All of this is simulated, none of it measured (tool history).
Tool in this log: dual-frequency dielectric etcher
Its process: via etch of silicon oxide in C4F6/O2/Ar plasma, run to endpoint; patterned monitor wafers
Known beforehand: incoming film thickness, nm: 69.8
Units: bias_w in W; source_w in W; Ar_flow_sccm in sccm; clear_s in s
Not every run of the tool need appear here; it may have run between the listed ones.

run	hour	bias_w	source_w	Ar_flow_sccm	clear_s
1	0	594	330	232	16.602
2	8.9	594	330	248	16.856
3	13.6	594	330	207	16.671
4	14.1	594	330	242	16.801
5	17.5	563	330	243	17.127
6	20.5	537	330	244	17.287
7	22.1	537	330	244	17.13
8	30.1	516	320	246	17.726

Run 9 has not been measured yet. What should we expect?
9	38	497	320	246	?

clear_s: 17.788 s

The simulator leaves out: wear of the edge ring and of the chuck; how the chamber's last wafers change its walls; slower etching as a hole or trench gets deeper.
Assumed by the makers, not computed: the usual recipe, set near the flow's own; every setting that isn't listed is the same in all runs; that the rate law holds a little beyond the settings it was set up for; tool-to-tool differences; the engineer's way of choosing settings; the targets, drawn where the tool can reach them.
